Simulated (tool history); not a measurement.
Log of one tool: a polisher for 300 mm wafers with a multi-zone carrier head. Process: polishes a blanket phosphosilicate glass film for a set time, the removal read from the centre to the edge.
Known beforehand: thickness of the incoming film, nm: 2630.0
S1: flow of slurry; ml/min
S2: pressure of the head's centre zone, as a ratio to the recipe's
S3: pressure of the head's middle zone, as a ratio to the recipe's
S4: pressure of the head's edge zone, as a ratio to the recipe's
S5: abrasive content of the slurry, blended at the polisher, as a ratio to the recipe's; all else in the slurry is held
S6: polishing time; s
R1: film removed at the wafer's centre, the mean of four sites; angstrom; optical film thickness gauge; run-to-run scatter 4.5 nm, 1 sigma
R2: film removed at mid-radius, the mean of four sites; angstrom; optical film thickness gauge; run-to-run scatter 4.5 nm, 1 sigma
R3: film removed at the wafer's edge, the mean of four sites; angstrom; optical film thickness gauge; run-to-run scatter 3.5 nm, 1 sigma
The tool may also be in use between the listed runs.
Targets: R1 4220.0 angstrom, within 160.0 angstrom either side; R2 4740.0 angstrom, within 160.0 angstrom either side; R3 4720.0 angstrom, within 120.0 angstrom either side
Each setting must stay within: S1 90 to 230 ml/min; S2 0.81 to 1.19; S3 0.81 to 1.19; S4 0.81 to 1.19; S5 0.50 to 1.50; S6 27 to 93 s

run	hour	S1	S2	S3	S4	S5	S6	R1	R2	R3
1	0.0	150	1.00	1.00	1.00	1.00	59	3627.0	3617.3	3743.2
2	3.8	155	1.00	1.02	1.02	1.05	59	3726.9	3758.5	3846.9
3	10.7	155	1.00	1.02	0.95	1.05	59	3728.3	3787.8	3689.5
4	11.9	155	1.00	1.10	0.95	1.05	59	3757.4	3966.2	3684.6
5	15.2	155	1.00	1.10	0.95	1.20	59	3873.3	4217.8	3805.1
6	19.0	160	1.00	1.10	0.98	1.20	59	3930.2	4221.5	3976.4
7	24.8	165	1.00	1.11	1.00	1.20	59	4010.6	4234.3	3986.8
8	28.6	180	0.90	1.11	1.10	1.45	60	3847.7	4645.3	4580.1
9	37.4	185	0.91	1.11	1.10	1.45	60	3915.2	4717.4	4539.5
10	39.9	185	0.92	1.10	1.11	1.45	60	3936.2	4656.3	4613.8
11	46.4	190	0.93	1.10	1.11	1.45	60	4033.1	4578.6	4610.3

Pick the move, out of 4, that brings all results within their allowed miss; only one does.
A	52.9	185	0.86	1.07	1.08	1.45	62	?	?	?
B	52.9	210	0.85	1.06	1.18	1.50	58	?	?	?
C	52.9	190	0.96	1.09	1.13	1.25	64	?	?	?
D	52.9	230	0.87	0.98	1.07	1.50	61	?	?	?

move	R1	R2	R3
A	3806.4	4637.8	4666.4
B	3625.8	4425.4	4676.1
C	4213.2	4662.1	4721.2
D	3952.3	4406.1	4723.7
A: the biggest miss grows against the last run
B: the biggest miss grows against the last run
C: all results in spec
D: the biggest miss grows against the last run
The move that meets every target is C.
